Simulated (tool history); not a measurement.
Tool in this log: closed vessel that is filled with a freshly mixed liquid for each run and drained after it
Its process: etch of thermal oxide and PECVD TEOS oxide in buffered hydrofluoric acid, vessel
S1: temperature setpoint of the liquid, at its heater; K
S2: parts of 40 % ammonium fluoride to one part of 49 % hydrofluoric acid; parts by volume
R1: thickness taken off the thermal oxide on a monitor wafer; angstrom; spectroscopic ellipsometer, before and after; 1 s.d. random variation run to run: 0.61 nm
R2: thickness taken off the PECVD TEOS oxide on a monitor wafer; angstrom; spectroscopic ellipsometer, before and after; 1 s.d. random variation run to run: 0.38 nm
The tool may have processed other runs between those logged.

{"run": 1, "hour": 0.0, "S1": 297.15, "S2": 19.5, "time in the liquid (s)": 60, "R1": 365.9, "R2": 602.28}
{"run": 2, "hour": 2.8, "S1": 297.15, "S2": 17, "time in the liquid (s)": 60, "R1": 412.13, "R2": 688.21}
{"run": 3, "hour": 9.9, "S1": 297.15, "S2": 17, "time in the liquid (s)": 40, "R1": 275.57, "R2": 460.68}
{"run": 4, "hour": 14.4, "S1": 298.15, "S2": 16, "time in the liquid (s)": 40, "R1": 304.35, "R2": 516.07}
{"run": 5, "hour": 20.9, "S1": 296.65, "S2": 16, "time in the liquid (s)": 40, "R1": 285.03, "R2": 472.36}
{"run": 6, "hour": 28.5, "S1": 293.15, "S2": 16, "time in the liquid (s)": 40, "R1": 231.85, "R2": 389.45}
{"run": 7, "hour": 31.8, "S1": 297.15, "S2": 9.5, "time in the liquid (s)": 45, "R1": 536.95, "R2": 896.34}
{"run": 8, "hour": 36.5, "S1": 297.65, "S2": 9.5, "time in the liquid (s)": 45, "R1": 551.66, "R2": 923.61}
{"run": 9, "hour": 44.6, "S1": 298.15, "S2": 9.5, "time in the liquid (s)": 45, "R1": 562.93, "R2": 946.33}

Run 10, settings as shown, results not yet in. Your forecast:
{"run": 10, "hour": 45.6, "S1": 298.65, "S2": 9.5, "time in the liquid (s)": 45, "R1": "?", "R2": "?"}

Run 10 measured R1 575.33 angstrom, R2 977.59 angstrom.

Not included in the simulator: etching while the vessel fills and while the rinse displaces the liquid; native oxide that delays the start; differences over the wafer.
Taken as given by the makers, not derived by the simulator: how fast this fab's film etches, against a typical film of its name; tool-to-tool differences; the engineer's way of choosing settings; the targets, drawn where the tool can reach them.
